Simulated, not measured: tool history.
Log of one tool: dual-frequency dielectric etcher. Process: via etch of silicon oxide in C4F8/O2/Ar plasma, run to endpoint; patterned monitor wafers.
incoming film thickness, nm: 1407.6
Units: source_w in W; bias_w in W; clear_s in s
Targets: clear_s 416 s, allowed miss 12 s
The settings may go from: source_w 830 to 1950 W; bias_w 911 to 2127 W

| run | day | source_w | bias_w | clear_s |
|---|---|---|---|---|
| 1 | 0 | 1390 | 1519 | 359.85 |
| 2 | 0.317 | 1390 | 1714 | 352.68 |
| 3 | 0.642 | 1260 | 1714 | 365.25 |
| 4 | 0.771 | 1180 | 1677 | 377.28 |
| 5 | 1.146 | 1320 | 1677 | 360.41 |
| 6 | 1.262 | 1130 | 1677 | 381.75 |
| 7 | 1.325 | 1080 | 1654 | 387.09 |
|  | 1.404 | source power generator calibrated |
| 8 | 1.404 | 1080 | 1654 | 394.35 |
| 9 | 1.488 | 1050 | 1644 | 401.97 |

Which of these 5 next moves meets every target?
| A | 1.571 | 1100 | 1639 | ? |
| B | 1.571 | 1130 | 1549 | ? |
| C | 1.571 | 1030 | 1960 | ? |
| D | 1.571 | 1090 | 1198 | ? |
| E | 1.571 | 1150 | 1705 | ? |

| move | clear_s |
|---|---|
| A | 388.8 |
| B | 389.32 |
| C | 383.56 |
| D | 413.23 |
| E | 379.63 |
A: further off than the last run
B: further off than the last run
C: further off than the last run
D: meets every target
E: further off than the last run
Answer: D
